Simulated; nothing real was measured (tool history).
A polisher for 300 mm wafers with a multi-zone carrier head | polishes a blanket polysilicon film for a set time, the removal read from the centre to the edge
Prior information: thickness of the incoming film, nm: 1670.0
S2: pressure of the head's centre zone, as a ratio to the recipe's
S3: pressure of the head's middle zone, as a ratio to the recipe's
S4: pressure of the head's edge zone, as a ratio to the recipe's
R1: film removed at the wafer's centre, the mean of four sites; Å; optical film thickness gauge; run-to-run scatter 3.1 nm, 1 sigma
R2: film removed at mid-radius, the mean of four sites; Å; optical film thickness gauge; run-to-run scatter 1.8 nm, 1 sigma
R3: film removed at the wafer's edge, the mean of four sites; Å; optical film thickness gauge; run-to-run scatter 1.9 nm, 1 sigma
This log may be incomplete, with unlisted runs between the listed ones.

run 1 hour=0 | flow_of_slurry_(ml/min)=215 S2=1 S3=1 S4=1 polishing_time_(s)=47 | R1=1884.7 R2=1895.1 R3=1912.3
run 2 hour=0.5 | flow_of_slurry_(ml/min)=215 S2=1 S3=1 S4=0.96 polishing_time_(s)=47 | R1=1903.5 R2=1900.9 R3=1866.4
run 3 hour=1.7 | flow_of_slurry_(ml/min)=170 S2=1 S3=1 S4=0.96 polishing_time_(s)=47 | R1=1864.5 R2=1848 R3=1855.9
run 4 hour=8.6 | flow_of_slurry_(ml/min)=170 S2=1 S3=1 S4=0.92 polishing_time_(s)=47 | R1=1855.8 R2=1870.4 R3=1800.2
run 5 hour=14 | flow_of_slurry_(ml/min)=165 S2=0.98 S3=1.02 S4=1 polishing_time_(s)=53 | R1=2057.9 R2=2130.8 R3=2124.6
run 6 hour=21.8 | flow_of_slurry_(ml/min)=165 S2=0.93 S3=1.02 S4=1 polishing_time_(s)=53 | R1=1950.6 R2=2140.9 R3=2128.2
run 7 hour=24.6 | flow_of_slurry_(ml/min)=170 S2=0.93 S3=1.01 S4=1.06 polishing_time_(s)=57 | R1=2137 R2=2258.2 R3=2312.4
run 8 hour=27.6 | flow_of_slurry_(ml/min)=160 S2=0.89 S3=0.99 S4=1.1 polishing_time_(s)=62 | R1=2143 R2=2420.1 R3=2573.4
run 9 hour=32.4 | flow_of_slurry_(ml/min)=175 S2=0.9 S3=0.98 S4=1.13 polishing_time_(s)=64 | R1=2358.7 R2=2495.3 R3=2695.6

Estimate the outcome of run 10 from the log above:
run 10 hour=35 | flow_of_slurry_(ml/min)=185 S2=0.88 S3=0.97 S4=1.15 polishing_time_(s)=66 | R1=? R2=? R3=?

R1: 2331.8 Å
R2: 2579.1 Å
R3: 2831.8 Å
